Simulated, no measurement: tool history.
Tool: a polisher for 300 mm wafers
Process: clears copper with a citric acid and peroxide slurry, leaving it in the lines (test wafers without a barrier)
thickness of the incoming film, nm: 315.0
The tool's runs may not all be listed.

run  hour  flow of slurry (ml/min)  pressure of the wafer on the pad (kPa)  speed of the pad under the wafer (cm/s)  abrasive content of the slurry  overpolish time after the end point (s)  time until the end point was called (s)  dishing of a wide line in a test structure (Å)
  1   0.0                      295                                    25.5                                      106                            1.00                                       25                                  136.800                                          422.58
  2   9.0                      295                                    25.5                                      106                            0.80                                       25                                  137.710                                          411.25
  3  13.3                      295                                    25.5                                      106                            0.70                                       25                                  144.680                                          408.05
  4  21.6                      295                                    31.7                                      106                            0.70                                       25                                  114.130                                          482.07
  5  23.0                      295                                    31.7                                      106                            0.70                                       17                                  116.910                                          363.69
  6  28.6                      295                                    31.7                                      106                            0.85                                       17                                  113.030                                          359.17
  7  36.0                      295                                    32.4                                      108                            0.85                                       19                                  108.090                                          408.46
  8  37.4                      295                                    33.1                                      108                            0.85                                       21                                  106.670                                          468.60
  9  41.8                      295                                    33.8                                      108                            0.85                                       22                                  104.170                                          497.83
 10  43.1                      295                                    34.5                                      108                            0.85                                       23                                  104.680                                          506.57
 11  48.3                      295                                    34.5                                      108                            0.85                                       23                                  103.300                                          531.43
 12  48.9                      295                                    35.2                                      108                            0.85                                       24                                  103.440                                          538.50
 13  55.5                      295                                    35.9                                      108                            0.85                                       25                                   96.385                                          570.01
 14  62.4                      295                                    35.9                                      108                            0.85                                       26                                   97.423                                          572.86

Run 15 has not been measured yet. What should we expect?
 15  71.1                      295                                    35.9                                      108                            0.85                                       27                                        ?                                               ?

Run 15 came out at time until the end point was called (s) 100.000, dishing of a wide line in a test structure (Å) 612.42.

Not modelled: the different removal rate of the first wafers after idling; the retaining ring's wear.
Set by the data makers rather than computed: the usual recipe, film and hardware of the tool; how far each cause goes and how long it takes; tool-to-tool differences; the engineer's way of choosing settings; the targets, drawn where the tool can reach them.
